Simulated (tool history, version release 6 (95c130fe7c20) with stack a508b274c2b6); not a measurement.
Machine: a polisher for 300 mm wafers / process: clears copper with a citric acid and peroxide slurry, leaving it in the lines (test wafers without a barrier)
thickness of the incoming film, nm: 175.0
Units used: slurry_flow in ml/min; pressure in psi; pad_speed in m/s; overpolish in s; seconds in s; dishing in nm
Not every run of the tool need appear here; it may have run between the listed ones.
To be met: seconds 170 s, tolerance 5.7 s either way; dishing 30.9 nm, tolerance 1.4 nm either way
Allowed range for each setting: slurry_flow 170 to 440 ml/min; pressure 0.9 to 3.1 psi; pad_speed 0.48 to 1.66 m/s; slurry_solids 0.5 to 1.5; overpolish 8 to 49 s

{"run": 1, "hour": 0.0, "slurry_flow": 280, "pressure": 2, "pad_speed": 1.06, "slurry_solids": 1, "overpolish": 25, "seconds": 124.02, "dishing": 26.489}
{"run": 2, "hour": 4.3, "slurry_flow": 280, "pressure": 2, "pad_speed": 1.06, "slurry_solids": 1, "overpolish": 31, "seconds": 123.96, "dishing": 31.376}
{"run": 3, "hour": 8.5, "slurry_flow": 280, "pressure": 1.9, "pad_speed": 1.06, "slurry_solids": 1, "overpolish": 33, "seconds": 128.62, "dishing": 31.952}
{"run": 4, "hour": 11.4, "slurry_flow": 280, "pressure": 2.2, "pad_speed": 1.06, "slurry_solids": 1, "overpolish": 33, "seconds": 117.59, "dishing": 35.013}
{"run": 5, "hour": 18.6, "slurry_flow": 280, "pressure": 2.2, "pad_speed": 1.28, "slurry_solids": 1, "overpolish": 33, "seconds": 100.78, "dishing": 40.848}
{"run": 6, "hour": 19.2, "slurry_flow": 275, "pressure": 1.9, "pad_speed": 1.26, "slurry_solids": 1, "overpolish": 35, "seconds": 109.31, "dishing": 38.275}
{"run": 7, "hour": 24.8, "slurry_flow": 275, "pressure": 1.7, "pad_speed": 1.2, "slurry_solids": 1, "overpolish": 37, "seconds": 122.51, "dishing": 36.734}
{"run": 8, "hour": 27.5, "slurry_flow": 275, "pressure": 1.5, "pad_speed": 1.18, "slurry_solids": 1, "overpolish": 38, "seconds": 137, "dishing": 34.096}
{"run": 9, "hour": 29.9, "slurry_flow": 265, "pressure": 1, "pad_speed": 1.16, "slurry_solids": 1, "overpolish": 42, "seconds": 176.9, "dishing": 28.777}
{"run": 10, "hour": 37.2, "slurry_flow": 270, "pressure": 1, "pad_speed": 1.16, "slurry_solids": 1, "overpolish": 42, "seconds": 180.21, "dishing": 28.314}
{"hour": 46.0, "done": "head pressure recalibrated"}
{"run": 11, "hour": 46.0, "slurry_flow": 270, "pressure": 1.1, "pad_speed": 1.16, "slurry_solids": 1, "overpolish": 42, "seconds": 182.18, "dishing": 28.06}

Pick the move, out of 4, that brings all results within their allowed miss; only one does.
{"run": "A", "hour": 54.8, "slurry_flow": 260, "pressure": 1.1, "pad_speed": 1.12, "slurry_solids": 0.85, "overpolish": 41, "seconds": "?", "dishing": "?"}
{"run": "B", "hour": 54.8, "slurry_flow": 300, "pressure": 1.4, "pad_speed": 0.98, "slurry_solids": 1.15, "overpolish": 37, "seconds": "?", "dishing": "?"}
{"run": "C", "hour": 54.8, "slurry_flow": 260, "pressure": 1.3, "pad_speed": 1.08, "slurry_solids": 1.2, "overpolish": 44, "seconds": "?", "dishing": "?"}
{"run": "D", "hour": 54.8, "slurry_flow": 290, "pressure": 1.3, "pad_speed": 0.98, "slurry_solids": 1.05, "overpolish": 41, "seconds": "?", "dishing": "?"}

move=A seconds=193.58 dishing=26.757
move=B seconds=176.2 dishing=26.786
move=C seconds=171.96 dishing=31.767
move=D seconds=187.43 dishing=27.706
A: moves away from the targets compared with the last run
B: moves away from the targets compared with the last run
C: each result inside its tolerance
D: moves away from the targets compared with the last run
C meets every target.
